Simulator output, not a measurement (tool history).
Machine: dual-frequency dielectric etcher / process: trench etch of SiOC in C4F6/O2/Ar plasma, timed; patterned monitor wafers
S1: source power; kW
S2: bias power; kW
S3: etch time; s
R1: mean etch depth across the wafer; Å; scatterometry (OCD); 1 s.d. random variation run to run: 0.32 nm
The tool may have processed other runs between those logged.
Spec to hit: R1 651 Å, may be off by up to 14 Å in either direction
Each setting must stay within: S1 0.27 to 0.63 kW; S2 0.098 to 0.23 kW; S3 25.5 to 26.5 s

{"run": 1, "hour": 0.0, "S1": 0.45, "S2": 0.164, "S3": 25.5, "R1": 561.69}
{"run": 2, "hour": 4.4, "S1": 0.45, "S2": 0.141, "S3": 25.5, "R1": 543.6}
{"run": 3, "hour": 6.6, "S1": 0.49, "S2": 0.147, "S3": 25.5, "R1": 564.06}
{"run": 4, "hour": 14.9, "S1": 0.52, "S2": 0.147, "S3": 25.5, "R1": 570.06}
{"run": 5, "hour": 17.6, "S1": 0.44, "S2": 0.147, "S3": 25.5, "R1": 537.72}
{"run": 6, "hour": 18.9, "S1": 0.44, "S2": 0.123, "S3": 25.5, "R1": 518.26}
{"run": 7, "hour": 21.3, "S1": 0.48, "S2": 0.135, "S3": 25.5, "R1": 541.89}
{"run": 8, "hour": 21.8, "S1": 0.57, "S2": 0.168, "S3": 26.5, "R1": 627.13}
{"run": 9, "hour": 24.7, "S1": 0.58, "S2": 0.171, "S3": 26.5, "R1": 635.21}

5 candidate next runs follow, results not yet known. Just one meets every target within its allowed miss. Identify it.
{"run": "A", "hour": 27.6, "S1": 0.57, "S2": 0.194, "S3": 26.5, "R1": "?"}
{"run": "B", "hour": 27.6, "S1": 0.61, "S2": 0.139, "S3": 26.5, "R1": "?"}
{"run": "C", "hour": 27.6, "S1": 0.58, "S2": 0.174, "S3": 25.5, "R1": "?"}
{"run": "D", "hour": 27.6, "S1": 0.58, "S2": 0.173, "S3": 25.5, "R1": "?"}
{"run": "E", "hour": 27.6, "S1": 0.63, "S2": 0.162, "S3": 25.5, "R1": "?"}

move=A R1=648.43
move=B R1=618.47
move=C R1=612.63
move=D R1=611.87
move=E R1=620.42
A: hits every target within its allowed miss
B: its largest miss is bigger than the last run's
C: its largest miss is bigger than the last run's
D: its largest miss is bigger than the last run's
E: its largest miss is bigger than the last run's
A is the move that brings every result within its allowed miss.
